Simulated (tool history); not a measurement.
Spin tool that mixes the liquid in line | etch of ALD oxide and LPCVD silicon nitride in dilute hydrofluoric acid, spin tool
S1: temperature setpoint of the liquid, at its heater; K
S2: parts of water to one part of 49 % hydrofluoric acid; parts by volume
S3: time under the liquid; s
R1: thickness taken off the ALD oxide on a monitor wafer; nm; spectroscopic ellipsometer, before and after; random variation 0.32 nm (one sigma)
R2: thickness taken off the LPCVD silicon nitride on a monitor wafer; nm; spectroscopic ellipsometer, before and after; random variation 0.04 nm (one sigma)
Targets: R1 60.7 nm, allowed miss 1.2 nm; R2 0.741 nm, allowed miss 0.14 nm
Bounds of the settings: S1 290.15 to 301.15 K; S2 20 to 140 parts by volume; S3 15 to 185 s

Run 1, hour 0: S1 293.15 K, S2 75 parts by volume, S3 95 s. Result: R1 33.761 nm, R2 0.42219 nm.
Run 2, hour 7.9: S1 295.15 K, S2 70 parts by volume, S3 95 s. Result: R1 39.757 nm, R2 0.5442 nm.
Run 3, hour 10.9: S1 296.15 K, S2 65 parts by volume, S3 95 s. Result: R1 44.78 nm, R2 0.64188 nm.
Run 4, hour 17: S1 296.15 K, S2 65 parts by volume, S3 70 s. Result: R1 33.133 nm, R2 0.50654 nm.
Run 5, hour 19: S1 296.15 K, S2 80 parts by volume, S3 70 s. Result: R1 26.538 nm, R2 0.38254 nm.
Run 6, hour 27.7: S1 294.65 K, S2 80 parts by volume, S3 70 s. Result: R1 24.748 nm, R2 0.35581 nm.
Run 7, hour 29.6: S1 295.65 K, S2 65 parts by volume, S3 70 s. Result: R1 32.47 nm, R2 0.43706 nm.
Run 8, hour 35.3: S1 296.65 K, S2 55 parts by volume, S3 70 s. Result: R1 40.247 nm, R2 0.58141 nm.
Run 9, hour 40: S1 299.15 K, S2 30 parts by volume, S3 70 s. Result: R1 84.929 nm, R2 1.3522 nm.

Which of these 5 next moves meets every target?
Run A, hour 44.7: S1 293.65 K, S2 35 parts by volume, S3 70 s. Result: R1 ?, R2 ?.
Run B, hour 44.7: S1 291.65 K, S2 35 parts by volume, S3 80 s. Result: R1 ?, R2 ?.
Run C, hour 44.7: S1 300.15 K, S2 65 parts by volume, S3 110 s. Result: R1 ?, R2 ?.
Run D, hour 44.7: S1 295.65 K, S2 30 parts by volume, S3 55 s. Result: R1 ?, R2 ?.
Run E, hour 44.7: S1 293.65 K, S2 30 parts by volume, S3 60 s. Result: R1 ?, R2 ?.

move      R1       R2
   A  57.309  0.77921
   B  60.087  0.77388
   C  60.943   1.0375
   D  57.559  0.81613
   E  57.661  0.77501
A: takes the result that was furthest off past its target
B: meets every target
C: brings the result that was furthest off to its target, and leaves another outside
D: takes the result that was furthest off past its target
E: takes the result that was furthest off past its target
Answer: B

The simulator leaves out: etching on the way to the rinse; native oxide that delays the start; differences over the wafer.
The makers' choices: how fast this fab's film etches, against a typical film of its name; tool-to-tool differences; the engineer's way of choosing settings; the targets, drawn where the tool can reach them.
